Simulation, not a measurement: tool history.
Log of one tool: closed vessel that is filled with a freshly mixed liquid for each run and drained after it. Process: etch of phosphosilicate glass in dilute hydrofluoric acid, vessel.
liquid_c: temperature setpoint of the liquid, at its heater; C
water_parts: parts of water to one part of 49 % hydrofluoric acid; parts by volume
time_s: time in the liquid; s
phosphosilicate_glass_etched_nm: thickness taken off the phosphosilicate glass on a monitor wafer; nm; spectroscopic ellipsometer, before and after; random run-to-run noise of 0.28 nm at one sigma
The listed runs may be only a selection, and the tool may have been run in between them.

run  hour  liquid_c  water_parts  time_s  phosphosilicate_glass_etched_nm
  1   0.0      20.0          190      85                           49.235
  2   8.4      19.5          210      85                           43.140
  3  11.8      19.0          225      85                           38.774
  4  19.4      18.5          235      85                           35.890
  5  27.2      18.5          235      90                           38.025
  6  32.8      20.5          235      90                           41.496
  7  37.3      19.5          245      90                           38.058
     43.9  -- hydrofluoric acid flow meter replaced
  8  43.9      19.0          255      90                           31.221

Predict the results of run 9:
  9  51.1      18.5          255      90                                ?

{"run 9": {"phosphosilicate_glass_etched_nm": 31.555}}
